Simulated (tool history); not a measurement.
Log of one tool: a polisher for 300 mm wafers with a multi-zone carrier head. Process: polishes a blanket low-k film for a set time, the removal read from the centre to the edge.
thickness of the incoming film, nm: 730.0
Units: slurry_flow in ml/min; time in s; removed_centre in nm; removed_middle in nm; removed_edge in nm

run  hour  slurry_flow  centre_zone  middle_zone  edge_zone  slurry_solids  time  removed_centre  removed_middle  removed_edge
  1     0          195            1            1          1              1    35          11.559          12.053        11.703
  2   1.7          195            1            1          1           0.85    35          11.109          11.445        11.164
  3   2.4          195         1.05            1          1           0.85    35          11.724           11.15        11.088
  4   4.6          200         1.06         1.01       1.04              1    35          12.463          12.029        11.979
  5   9.7          215         1.06         1.01       1.04              1    35          12.525          12.307        11.942
  6  11.1          200         1.07         1.01       1.06            1.1    36          13.262          12.852        12.946
     11.7  -- worn pad replaced by a new one
  7  11.7          200         1.09         1.02       1.08            1.2    36          15.885          15.455        14.987
  8  12.7          195         1.09         1.02       1.11            1.2    36           15.93          15.216        15.292

The next listed run, before its measurement:
  9  16.2          195         1.09         1.02       1.13            1.2    36               ?               ?             ?

Run 9 gave removed_centre 15.978 nm, removed_middle 15.223 nm, removed_edge 15.024 nm.

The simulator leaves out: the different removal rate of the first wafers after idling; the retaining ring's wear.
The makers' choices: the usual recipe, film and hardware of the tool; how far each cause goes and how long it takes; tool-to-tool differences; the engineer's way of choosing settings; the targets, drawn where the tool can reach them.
